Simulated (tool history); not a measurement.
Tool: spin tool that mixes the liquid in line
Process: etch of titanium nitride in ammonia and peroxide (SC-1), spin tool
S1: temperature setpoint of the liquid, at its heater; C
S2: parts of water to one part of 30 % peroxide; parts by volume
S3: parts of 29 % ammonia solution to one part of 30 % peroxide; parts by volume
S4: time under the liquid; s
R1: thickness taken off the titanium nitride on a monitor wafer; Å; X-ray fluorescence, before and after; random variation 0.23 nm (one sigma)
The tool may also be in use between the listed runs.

run	day	S1	S2	S3	S4	R1
1	0	48	6.5	0.45	290	106.92
2	0.233	50.5	6.5	0.45	290	127.65
3	0.429	52.5	6.5	0.45	290	145.65
4	0.567	54	6.5	0.45	290	165.07
5	0.758	50	6.5	0.45	290	126.4
6	0.938	52	6.5	0.45	290	142.49

Forecast run 7:
# day 1.067: heated supply line repaired
7	1.067	53.5	6.5	0.45	290	?

R1: 187.18 Å
